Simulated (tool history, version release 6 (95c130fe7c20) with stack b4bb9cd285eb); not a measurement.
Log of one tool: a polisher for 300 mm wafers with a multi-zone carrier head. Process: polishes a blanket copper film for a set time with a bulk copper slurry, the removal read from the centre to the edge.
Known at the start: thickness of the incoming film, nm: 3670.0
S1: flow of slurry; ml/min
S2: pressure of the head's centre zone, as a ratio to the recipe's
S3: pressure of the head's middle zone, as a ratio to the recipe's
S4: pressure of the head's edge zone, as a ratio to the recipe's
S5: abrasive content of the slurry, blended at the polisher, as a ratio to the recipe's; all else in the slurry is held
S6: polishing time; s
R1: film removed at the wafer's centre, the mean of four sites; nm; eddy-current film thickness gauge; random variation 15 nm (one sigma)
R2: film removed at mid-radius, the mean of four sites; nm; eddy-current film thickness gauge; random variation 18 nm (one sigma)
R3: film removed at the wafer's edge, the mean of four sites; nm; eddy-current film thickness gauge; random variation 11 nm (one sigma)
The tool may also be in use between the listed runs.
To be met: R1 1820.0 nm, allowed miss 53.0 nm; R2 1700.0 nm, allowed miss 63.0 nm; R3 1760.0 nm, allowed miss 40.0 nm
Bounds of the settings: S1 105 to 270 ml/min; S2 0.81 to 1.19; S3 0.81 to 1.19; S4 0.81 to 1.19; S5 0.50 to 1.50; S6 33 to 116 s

{"run": 1, "hour": 0.0, "S1": 175, "S2": 1.0, "S3": 1.0, "S4": 1.0, "S5": 1.0, "S6": 74, "R1": 1208.3, "R2": 1238.2, "R3": 1253.7}
{"run": 2, "hour": 4.4, "S1": 210, "S2": 1.0, "S3": 1.0, "S4": 1.0, "S5": 1.0, "S6": 74, "R1": 1241.2, "R2": 1300.5, "R3": 1286.4}
{"run": 3, "hour": 11.6, "S1": 180, "S2": 1.0, "S3": 1.0, "S4": 1.0, "S5": 1.0, "S6": 74, "R1": 1240.4, "R2": 1269.2, "R3": 1261.1}
{"run": 4, "hour": 17.7, "S1": 185, "S2": 1.02, "S3": 1.01, "S4": 1.03, "S5": 1.1, "S6": 75, "R1": 1308.9, "R2": 1307.6, "R3": 1329.0}
{"run": 5, "hour": 18.6, "S1": 185, "S2": 0.95, "S3": 1.01, "S4": 1.03, "S5": 1.1, "S6": 75, "R1": 1226.7, "R2": 1304.6, "R3": 1327.4}
{"run": 6, "hour": 21.1, "S1": 185, "S2": 0.95, "S3": 1.01, "S4": 1.1, "S5": 1.1, "S6": 75, "R1": 1218.0, "R2": 1308.4, "R3": 1367.5}
{"run": 7, "hour": 25.6, "S1": 190, "S2": 0.98, "S3": 1.02, "S4": 1.11, "S5": 1.15, "S6": 76, "R1": 1292.4, "R2": 1340.7, "R3": 1407.8}
{"run": 8, "hour": 30.4, "S1": 195, "S2": 1.0, "S3": 1.03, "S4": 1.12, "S5": 1.2, "S6": 77, "R1": 1366.5, "R2": 1419.5, "R3": 1448.8}
{"run": 9, "hour": 37.3, "S1": 200, "S2": 1.01, "S3": 1.03, "S4": 1.13, "S5": 1.25, "S6": 78, "R1": 1408.3, "R2": 1457.9, "R3": 1503.2}
{"run": 10, "hour": 39.9, "S1": 205, "S2": 1.03, "S3": 1.03, "S4": 1.14, "S5": 1.3, "S6": 79, "R1": 1469.1, "R2": 1450.1, "R3": 1549.9}
{"run": 11, "hour": 47.0, "S1": 210, "S2": 1.05, "S3": 1.04, "S4": 1.15, "S5": 1.35, "S6": 80, "R1": 1543.7, "R2": 1511.3, "R3": 1603.7}
{"run": 12, "hour": 48.2, "S1": 215, "S2": 1.06, "S3": 1.05, "S4": 1.16, "S5": 1.35, "S6": 80, "R1": 1544.3, "R2": 1534.8, "R3": 1601.9}
{"run": 13, "hour": 51.8, "S1": 220, "S2": 1.08, "S3": 1.05, "S4": 1.16, "S5": 1.35, "S6": 81, "R1": 1612.9, "R2": 1580.1, "R3": 1609.4}
{"run": 14, "hour": 58.7, "S1": 225, "S2": 1.09, "S3": 1.05, "S4": 1.16, "S5": 1.35, "S6": 81, "R1": 1638.8, "R2": 1590.6, "R3": 1628.4}
{"run": 15, "hour": 64.4, "S1": 225, "S2": 1.09, "S3": 1.05, "S4": 1.16, "S5": 1.35, "S6": 81, "R1": 1637.4, "R2": 1574.7, "R3": 1628.8}
{"run": 16, "hour": 68.2, "S1": 230, "S2": 1.1, "S3": 1.05, "S4": 1.16, "S5": 1.35, "S6": 81, "R1": 1659.1, "R2": 1583.7, "R3": 1645.6}

4 next moves are on the table. One of them brings every result within its allowed miss. Which?
{"run": "A", "hour": 72.0, "S1": 160, "S2": 1.14, "S3": 1.06, "S4": 1.17, "S5": 0.9, "S6": 99, "R1": "?", "R2": "?", "R3": "?"}
{"run": "B", "hour": 72.0, "S1": 210, "S2": 1.16, "S3": 0.99, "S4": 1.19, "S5": 1.25, "S6": 94, "R1": "?", "R2": "?", "R3": "?"}
{"run": "C", "hour": 72.0, "S1": 270, "S2": 1.08, "S3": 0.93, "S4": 1.06, "S5": 1.4, "S6": 93, "R1": "?", "R2": "?", "R3": "?"}
{"run": "D", "hour": 72.0, "S1": 240, "S2": 1.15, "S3": 1.1, "S4": 1.16, "S5": 1.35, "S6": 90, "R1": "?", "R2": "?", "R3": "?"}

move=A R1=1776.8 R2=1701.7 R3=1757.2
move=B R1=1932.9 R2=1726.7 R3=1870.9
move=C R1=1885.6 R2=1730.1 R3=1831.7
move=D R1=1902.4 R2=1842.2 R3=1819.0
A: meets every target
B: takes the result that was furthest off past its target
C: takes the result that was furthest off past its target
D: takes the result that was furthest off past its target
Move A is the one to make.
